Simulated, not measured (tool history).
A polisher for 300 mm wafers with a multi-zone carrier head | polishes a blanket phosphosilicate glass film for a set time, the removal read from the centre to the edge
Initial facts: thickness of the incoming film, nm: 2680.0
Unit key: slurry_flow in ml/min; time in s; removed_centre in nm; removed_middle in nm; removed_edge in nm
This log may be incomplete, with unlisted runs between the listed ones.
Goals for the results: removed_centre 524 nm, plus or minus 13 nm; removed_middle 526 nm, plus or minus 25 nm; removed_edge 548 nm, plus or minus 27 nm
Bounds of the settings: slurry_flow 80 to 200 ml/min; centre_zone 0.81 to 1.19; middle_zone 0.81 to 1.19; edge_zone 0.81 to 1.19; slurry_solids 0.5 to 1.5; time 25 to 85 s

run	hour	slurry_flow	centre_zone	middle_zone	edge_zone	slurry_solids	time	removed_centre	removed_middle	removed_edge
1	0	130	1	1	1	1	55	412.78	411.9	407.45
2	4.5	135	1	1.01	1.04	1.1	55	435.22	442.72	438.56
3	8.9	135	1	1.01	1.11	1.1	55	431.33	439.65	450.86
4	12.9	145	1	1.01	1.13	1.15	55	444.14	442.5	459.89
5	16.3	145	1	1.01	1.13	0.95	55	408.4	406.46	420.51
6	18.1	145	1	0.95	1.13	0.95	55	403.8	397.73	413.01
7	25	145	1.01	0.98	1.13	1.05	55	433.94	418.57	436.73
8	30.5	145	1.01	1.01	1.14	1.15	55	447.01	448.15	460.75
9	32.8	180	1.03	1.02	1.19	1.4	55	513.95	505.22	524.35

Of the 5 settings listed for the next run, only one would bring every result within its allowed miss of target. Which one?
A	35.1	200	1.09	1.05	1.11	1.35	52	?	?	?
B	35.1	195	0.99	1.01	1.17	1.5	57	?	?	?
C	35.1	185	1.1	0.97	1.17	1.2	57	?	?	?
D	35.1	175	1.04	1.06	1.17	1.5	52	?	?	?
E	35.1	150	0.95	0.85	1.19	1.4	61	?	?	?

move	removed_centre	removed_middle	removed_edge
A	508.94	489.55	483.6
B	524.76	540.41	563.88
C	531.3	477.41	515.08
D	496	504.97	509.35
E	506.06	480.2	580.65
A: misses by more than the last run did
B: all results land within tolerance of their targets
C: misses by more than the last run did
D: misses by more than the last run did
E: moves the result that the last run missed by most past its target, out the other side
B is the move that brings every result within its allowed miss.
